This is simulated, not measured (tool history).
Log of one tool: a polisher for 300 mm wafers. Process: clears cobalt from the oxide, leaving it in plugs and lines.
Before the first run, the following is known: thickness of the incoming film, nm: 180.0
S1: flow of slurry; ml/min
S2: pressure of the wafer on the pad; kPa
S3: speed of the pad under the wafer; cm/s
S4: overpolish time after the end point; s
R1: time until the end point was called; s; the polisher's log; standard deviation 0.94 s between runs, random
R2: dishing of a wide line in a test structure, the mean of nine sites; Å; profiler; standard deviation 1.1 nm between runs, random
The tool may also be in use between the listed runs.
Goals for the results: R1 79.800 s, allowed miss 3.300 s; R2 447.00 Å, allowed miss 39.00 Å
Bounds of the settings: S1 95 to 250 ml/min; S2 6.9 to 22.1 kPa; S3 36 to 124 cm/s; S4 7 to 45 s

run,day,S1,S2,S3,S4,R1,R2
1,0.000,160,14.5,80,23,45.864,519.11
2,0.142,160,13.1,80,24,49.615,504.22
3,0.371,160,13.1,94,24,45.709,542.66
4,0.604,155,11.7,92,25,49.442,529.20
5,0.779,155,11.0,88,26,55.543,493.47
6,0.838,155,10.3,88,27,58.947,503.93
7,0.975,155,9.7,88,27,63.479,481.15
8,1.046,155,9.0,88,27,67.907,469.88
9,1.242,155,8.3,88,27,74.832,455.48

Which single option among these 4 for the next run brings every result within its allowed miss of target? Just one does.
A,1.438,215,9.7,72,25,?,?
B,1.438,145,10.3,80,23,?,?
C,1.438,175,8.3,72,31,?,?
D,1.438,120,8.3,84,30,?,?

move,R1,R2
A,71.192,424.79
B,64.912,426.67
C,84.949,436.36
D,80.314,442.30
A: its largest miss is bigger than the last run's
B: its largest miss is bigger than the last run's
C: takes the biggest miss from the last run beyond its target
D: every result within its allowed miss
Move D is the one to make.
